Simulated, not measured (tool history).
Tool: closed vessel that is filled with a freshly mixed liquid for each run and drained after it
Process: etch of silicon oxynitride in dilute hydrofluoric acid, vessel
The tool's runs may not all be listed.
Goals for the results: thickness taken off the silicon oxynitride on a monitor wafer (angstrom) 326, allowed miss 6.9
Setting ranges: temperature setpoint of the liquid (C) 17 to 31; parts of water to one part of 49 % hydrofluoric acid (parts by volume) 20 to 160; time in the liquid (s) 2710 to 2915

run	hour	temperature setpoint of the liquid (C)	parts of water to one part of 49 % hydrofluoric acid (parts by volume)	time in the liquid (s)	thickness taken off the silicon oxynitride on a monitor wafer (angstrom)
1	0	23	90	2710	514.9
2	5.4	23	90	2915	563.1
3	8.1	23	90	2915	559.54
4	11.2	23	90	2915	558.52
5	12.4	23	110	2915	446.23
# hour 15.4: hydrofluoric acid flow meter replaced
6	15.4	25	110	2915	548.72
7	18	23.5	110	2915	509.06
8	25.7	19.5	125	2915	366.51
9	32.5	19	125	2915	359.09

Pick the move, out of 4, that brings all results within their allowed miss; only one does.
A	39.3	17	120	2815	?
B	39.3	17.5	130	2855	?
C	39.3	18.5	115	2805	?
D	39.3	20	115	2805	?

move	thickness taken off the silicon oxynitride on a monitor wafer (angstrom)
A	327.84
B	312.61
C	368.32
D	396.32
A: in spec on every target
B: moves the result that the last run missed by most past its target, out the other side
C: its largest miss is bigger than the last run's
D: its largest miss is bigger than the last run's
Correct choice: A, which meets every target
